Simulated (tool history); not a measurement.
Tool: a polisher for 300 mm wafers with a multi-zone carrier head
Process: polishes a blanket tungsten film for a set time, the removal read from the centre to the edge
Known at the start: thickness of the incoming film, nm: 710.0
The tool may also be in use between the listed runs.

run,hour,flow of slurry (ml/min),pressure of the head's centre zone,pressure of the head's middle zone,pressure of the head's edge zone,abrasive content of the slurry,polishing time (s),film removed at the wafer's centre (angstrom),film removed at mid-radius (angstrom),film removed at the wafer's edge (angstrom)
1,0,295,1,1,1,1,65,2775.2,2482.1,2492.4
2,5.7,295,0.98,0.99,0.99,0.95,64,2575.2,2393.1,2410.1
3,9.3,295,0.97,0.98,0.98,0.9,64,2519.3,2284.3,2365.5
4,16.4,325,0.97,0.98,0.98,0.9,64,2528.9,2332.1,2350.7
5,21.6,325,0.97,0.98,1.06,0.9,64,2587.1,2298.6,2458
6,22.4,325,0.96,0.98,1.04,0.85,64,2497.6,2297.4,2379.5
7,23.2,325,0.95,0.97,1.03,0.8,64,2436.4,2228.7,2360.3
8,31.7,325,0.94,0.97,1.02,0.75,63,2346.3,2184.2,2280.3
9,37.2,325,0.93,0.97,1.01,0.7,63,2207.4,2142.4,2181.9
10,41.8,305,0.88,0.88,0.91,0.65,63,2078.9,1924.6,2073.4
# hour 48.5: centre zone pressure recalibrated
11,48.5,290,0.84,0.92,0.84,0.55,63,1771.9,1896.6,1883.8
12,49.1,295,0.85,0.92,0.84,0.55,63,1788.9,1872,1881.2

Run 13 comes next. What will it give?
13,51.2,295,0.86,0.92,0.85,0.55,63,?,?,?

film removed at the wafer's centre (angstrom): 1790.6
film removed at mid-radius (angstrom): 1915.2
film removed at the wafer's edge (angstrom): 1921.9

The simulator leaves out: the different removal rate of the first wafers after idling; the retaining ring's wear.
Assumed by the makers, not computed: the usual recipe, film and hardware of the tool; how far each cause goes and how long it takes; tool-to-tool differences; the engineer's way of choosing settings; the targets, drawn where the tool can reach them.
